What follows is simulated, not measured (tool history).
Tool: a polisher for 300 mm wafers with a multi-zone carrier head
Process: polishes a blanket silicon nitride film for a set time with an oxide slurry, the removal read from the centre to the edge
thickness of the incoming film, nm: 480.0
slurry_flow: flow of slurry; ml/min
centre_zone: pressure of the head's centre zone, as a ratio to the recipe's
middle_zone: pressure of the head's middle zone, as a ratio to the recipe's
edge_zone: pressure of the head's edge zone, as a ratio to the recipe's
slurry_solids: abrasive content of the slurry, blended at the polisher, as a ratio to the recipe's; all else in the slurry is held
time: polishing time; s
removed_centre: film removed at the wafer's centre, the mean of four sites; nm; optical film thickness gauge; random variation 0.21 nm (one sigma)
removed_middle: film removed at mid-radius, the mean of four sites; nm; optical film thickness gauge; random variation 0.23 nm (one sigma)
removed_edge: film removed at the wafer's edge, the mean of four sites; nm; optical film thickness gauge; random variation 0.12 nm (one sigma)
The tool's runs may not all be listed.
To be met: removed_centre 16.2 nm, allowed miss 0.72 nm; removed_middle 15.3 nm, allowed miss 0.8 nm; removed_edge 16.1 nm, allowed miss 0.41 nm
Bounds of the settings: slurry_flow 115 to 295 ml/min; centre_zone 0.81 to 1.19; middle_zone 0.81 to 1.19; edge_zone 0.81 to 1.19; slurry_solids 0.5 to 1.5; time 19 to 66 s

{"run": 1, "hour": 0.0, "slurry_flow": 190, "centre_zone": 1, "middle_zone": 1, "edge_zone": 1, "slurry_solids": 1, "time": 42, "removed_centre": 24.867, "removed_middle": 25.824, "removed_edge": 24.766}
{"run": 2, "hour": 6.5, "slurry_flow": 155, "centre_zone": 1, "middle_zone": 1, "edge_zone": 1, "slurry_solids": 1, "time": 42, "removed_centre": 24.561, "removed_middle": 25.105, "removed_edge": 24.234}
{"run": 3, "hour": 12.6, "slurry_flow": 150, "centre_zone": 0.99, "middle_zone": 0.97, "edge_zone": 0.98, "slurry_solids": 0.9, "time": 41, "removed_centre": 22.769, "removed_middle": 22.369, "removed_edge": 22.522}
{"run": 4, "hour": 15.3, "slurry_flow": 150, "centre_zone": 0.98, "middle_zone": 0.96, "edge_zone": 0.96, "slurry_solids": 0.85, "time": 40, "removed_centre": 22.262, "removed_middle": 21.524, "removed_edge": 21.478}
{"run": 5, "hour": 21.2, "slurry_flow": 150, "centre_zone": 0.97, "middle_zone": 0.95, "edge_zone": 0.96, "slurry_solids": 0.8, "time": 39, "removed_centre": 20.537, "removed_middle": 19.731, "removed_edge": 20.474}
{"run": 6, "hour": 26.4, "slurry_flow": 150, "centre_zone": 0.96, "middle_zone": 0.95, "edge_zone": 0.95, "slurry_solids": 0.75, "time": 38, "removed_centre": 19.298, "removed_middle": 19.35, "removed_edge": 19.109}
{"run": 7, "hour": 30.7, "slurry_flow": 125, "centre_zone": 0.95, "middle_zone": 0.85, "edge_zone": 0.95, "slurry_solids": 0.5, "time": 36, "removed_centre": 14.579, "removed_middle": 13.601, "removed_edge": 15.335}
{"run": 8, "hour": 34.2, "slurry_flow": 135, "centre_zone": 0.95, "middle_zone": 0.86, "edge_zone": 0.95, "slurry_solids": 0.5, "time": 36, "removed_centre": 15.109, "removed_middle": 14.194, "removed_edge": 15.3}
{"run": 9, "hour": 36.9, "slurry_flow": 140, "centre_zone": 0.95, "middle_zone": 0.86, "edge_zone": 0.96, "slurry_solids": 0.5, "time": 36, "removed_centre": 15.244, "removed_middle": 14.309, "removed_edge": 15.401}
{"run": 10, "hour": 42.3, "slurry_flow": 145, "centre_zone": 0.95, "middle_zone": 0.86, "edge_zone": 0.97, "slurry_solids": 0.5, "time": 36, "removed_centre": 15.482, "removed_middle": 14.186, "removed_edge": 15.693}

Which of these 4 next moves meets every target?
{"run": "A", "hour": 47.7, "slurry_flow": 195, "centre_zone": 1.03, "middle_zone": 0.92, "edge_zone": 0.96, "slurry_solids": 0.55, "time": 33, "removed_centre": "?", "removed_middle": "?", "removed_edge": "?"}
{"run": "B", "hour": 47.7, "slurry_flow": 120, "centre_zone": 0.81, "middle_zone": 0.88, "edge_zone": 0.93, "slurry_solids": 0.55, "time": 38, "removed_centre": "?", "removed_middle": "?", "removed_edge": "?"}
{"run": "C", "hour": 47.7, "slurry_flow": 225, "centre_zone": 0.96, "middle_zone": 0.91, "edge_zone": 1, "slurry_solids": 0.55, "time": 34, "removed_centre": "?", "removed_middle": "?", "removed_edge": "?"}
{"run": "D", "hour": 47.7, "slurry_flow": 185, "centre_zone": 0.92, "middle_zone": 0.81, "edge_zone": 1.05, "slurry_solids": 0.65, "time": 32, "removed_centre": "?", "removed_middle": "?", "removed_edge": "?"}

move=A removed_centre=16.316 removed_middle=14.424 removed_edge=15.304
move=B removed_centre=15.164 removed_middle=15.141 removed_edge=16.674
move=C removed_centre=16.332 removed_middle=14.949 removed_edge=16.259
move=D removed_centre=15.636 removed_middle=13.403 removed_edge=16.538
A: further off than the last run
B: brings the result that was furthest off to its target, and leaves another outside
C: meets every target
D: further off than the last run
Move C is the one to make.
